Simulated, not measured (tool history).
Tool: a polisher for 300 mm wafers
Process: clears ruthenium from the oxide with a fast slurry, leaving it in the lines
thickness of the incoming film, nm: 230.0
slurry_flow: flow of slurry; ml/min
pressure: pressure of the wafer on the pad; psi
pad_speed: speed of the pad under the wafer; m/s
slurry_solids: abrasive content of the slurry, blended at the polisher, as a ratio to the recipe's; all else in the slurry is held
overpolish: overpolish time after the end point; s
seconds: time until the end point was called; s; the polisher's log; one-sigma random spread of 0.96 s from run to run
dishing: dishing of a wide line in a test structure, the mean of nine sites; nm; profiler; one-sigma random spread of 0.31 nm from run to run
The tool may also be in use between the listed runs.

run 1 day=0.000 | slurry_flow=200 pressure=2.7 pad_speed=0.80 slurry_solids=1.00 overpolish=20 | seconds=82.068 dishing=43.782
run 2 day=0.154 | slurry_flow=200 pressure=2.7 pad_speed=0.80 slurry_solids=1.00 overpolish=18 | seconds=82.299 dishing=39.869
run 3 day=0.529 | slurry_flow=200 pressure=2.8 pad_speed=0.80 slurry_solids=1.00 overpolish=16 | seconds=80.415 dishing=37.019
run 4 day=0.858 | slurry_flow=200 pressure=2.9 pad_speed=0.80 slurry_solids=1.00 overpolish=14 | seconds=76.815 dishing=33.523
run 5 day=1.058 | slurry_flow=200 pressure=2.9 pad_speed=0.80 slurry_solids=0.85 overpolish=14 | seconds=86.864 dishing=31.668
run 6 day=1.379 | slurry_flow=185 pressure=3.0 pad_speed=0.78 slurry_solids=0.95 overpolish=13 | seconds=78.584 dishing=30.848
run 7 day=1.683 | slurry_flow=180 pressure=3.1 pad_speed=0.78 slurry_solids=0.95 overpolish=12 | seconds=76.485 dishing=30.098
run 8 day=1.938 | slurry_flow=175 pressure=3.2 pad_speed=0.78 slurry_solids=0.95 overpolish=11 | seconds=73.005 dishing=27.633
run 9 day=2.117 | slurry_flow=175 pressure=3.2 pad_speed=0.78 slurry_solids=0.95 overpolish=11 | seconds=75.515 dishing=26.901
run 10 day=2.392 | slurry_flow=170 pressure=3.3 pad_speed=0.78 slurry_solids=0.95 overpolish=11 | seconds=72.964 dishing=27.874
run 11 day=2.583 | slurry_flow=165 pressure=3.4 pad_speed=0.78 slurry_solids=0.95 overpolish=10 | seconds=71.901 dishing=26.298
run 12 day=2.871 | slurry_flow=160 pressure=3.5 pad_speed=0.78 slurry_solids=0.95 overpolish=10 | seconds=69.444 dishing=26.928
run 13 day=3.158 | slurry_flow=150 pressure=3.6 pad_speed=0.76 slurry_solids=0.95 overpolish=8 | seconds=71.676 dishing=21.343

Run 14 comes next. What will it give?
run 14 day=3.400 | slurry_flow=155 pressure=3.6 pad_speed=0.76 slurry_solids=0.95 overpolish=8 | seconds=? dishing=?

{"run 14": {"seconds": 71.506, "dishing": 21.624}}

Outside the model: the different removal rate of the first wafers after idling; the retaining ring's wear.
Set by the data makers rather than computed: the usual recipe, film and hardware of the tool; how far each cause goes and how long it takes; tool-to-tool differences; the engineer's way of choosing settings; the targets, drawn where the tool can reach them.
